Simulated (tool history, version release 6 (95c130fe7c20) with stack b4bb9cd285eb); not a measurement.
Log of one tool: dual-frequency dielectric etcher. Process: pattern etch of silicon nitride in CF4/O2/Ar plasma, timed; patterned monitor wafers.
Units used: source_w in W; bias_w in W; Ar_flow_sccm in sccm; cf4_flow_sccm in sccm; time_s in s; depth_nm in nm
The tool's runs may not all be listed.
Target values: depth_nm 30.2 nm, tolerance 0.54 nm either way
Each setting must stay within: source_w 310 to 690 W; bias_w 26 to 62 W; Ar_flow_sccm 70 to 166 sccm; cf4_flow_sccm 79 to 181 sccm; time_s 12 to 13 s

{"run": 1, "day": 0.0, "source_w": 500, "bias_w": 44, "Ar_flow_sccm": 118, "cf4_flow_sccm": 130, "time_s": 12, "depth_nm": 23.169}
{"run": 2, "day": 0.208, "source_w": 500, "bias_w": 44, "Ar_flow_sccm": 118, "cf4_flow_sccm": 130, "time_s": 12, "depth_nm": 22.935}
{"run": 3, "day": 0.492, "source_w": 550, "bias_w": 44, "Ar_flow_sccm": 118, "cf4_flow_sccm": 130, "time_s": 12, "depth_nm": 25.405}
{"run": 4, "day": 0.575, "source_w": 550, "bias_w": 40, "Ar_flow_sccm": 118, "cf4_flow_sccm": 130, "time_s": 12, "depth_nm": 23.933}
{"run": 5, "day": 0.942, "source_w": 590, "bias_w": 40, "Ar_flow_sccm": 118, "cf4_flow_sccm": 130, "time_s": 12, "depth_nm": 25.997}
{"run": 6, "day": 1.012, "source_w": 590, "bias_w": 40, "Ar_flow_sccm": 118, "cf4_flow_sccm": 138, "time_s": 12, "depth_nm": 26.016}
{"run": 7, "day": 1.158, "source_w": 620, "bias_w": 40, "Ar_flow_sccm": 118, "cf4_flow_sccm": 138, "time_s": 12, "depth_nm": 27.45}
{"run": 8, "day": 1.504, "source_w": 640, "bias_w": 40, "Ar_flow_sccm": 118, "cf4_flow_sccm": 138, "time_s": 12, "depth_nm": 28.419}
{"run": 9, "day": 1.642, "source_w": 650, "bias_w": 40, "Ar_flow_sccm": 118, "cf4_flow_sccm": 138, "time_s": 12, "depth_nm": 28.732}
{"run": 10, "day": 1.712, "source_w": 660, "bias_w": 40, "Ar_flow_sccm": 118, "cf4_flow_sccm": 138, "time_s": 12, "depth_nm": 29.233}

Consider the 4 candidate settings below. Which is the only one whose results all fall within their allowed miss of target?
{"run": "A", "day": 1.783, "source_w": 660, "bias_w": 47, "Ar_flow_sccm": 126, "cf4_flow_sccm": 150, "time_s": 12, "depth_nm": "?"}
{"run": "B", "day": 1.783, "source_w": 600, "bias_w": 45, "Ar_flow_sccm": 128, "cf4_flow_sccm": 124, "time_s": 13, "depth_nm": "?"}
{"run": "C", "day": 1.783, "source_w": 690, "bias_w": 42, "Ar_flow_sccm": 131, "cf4_flow_sccm": 112, "time_s": 12.5, "depth_nm": "?"}
{"run": "D", "day": 1.783, "source_w": 630, "bias_w": 38, "Ar_flow_sccm": 116, "cf4_flow_sccm": 137, "time_s": 12.5, "depth_nm": "?"}

move=A depth_nm=32.018
move=B depth_nm=30.112
move=C depth_nm=31.657
move=D depth_nm=28.174
A: takes the result that was furthest off past its target
B: in spec on every target
C: takes the result that was furthest off past its target
D: further off than the last run
The right move is B.
